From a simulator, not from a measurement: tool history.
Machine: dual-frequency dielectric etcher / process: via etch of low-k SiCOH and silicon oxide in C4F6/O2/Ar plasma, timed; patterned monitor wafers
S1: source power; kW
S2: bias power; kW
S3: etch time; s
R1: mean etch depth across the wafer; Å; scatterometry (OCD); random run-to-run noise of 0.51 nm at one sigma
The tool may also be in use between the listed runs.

run,hour,S1,S2,S3,R1
1,0.0,0.390,0.233,33.5,804.12
2,3.5,0.390,0.196,33.5,777.10
3,8.0,0.430,0.202,33.5,805.67
4,10.5,0.360,0.202,33.5,760.55
5,18.4,0.410,0.211,33.5,801.50
6,19.8,0.410,0.231,33.5,818.25

The next listed run, before its measurement:
7,23.6,0.440,0.236,33.5,?

{"run 7": {"R1": 844.24}}

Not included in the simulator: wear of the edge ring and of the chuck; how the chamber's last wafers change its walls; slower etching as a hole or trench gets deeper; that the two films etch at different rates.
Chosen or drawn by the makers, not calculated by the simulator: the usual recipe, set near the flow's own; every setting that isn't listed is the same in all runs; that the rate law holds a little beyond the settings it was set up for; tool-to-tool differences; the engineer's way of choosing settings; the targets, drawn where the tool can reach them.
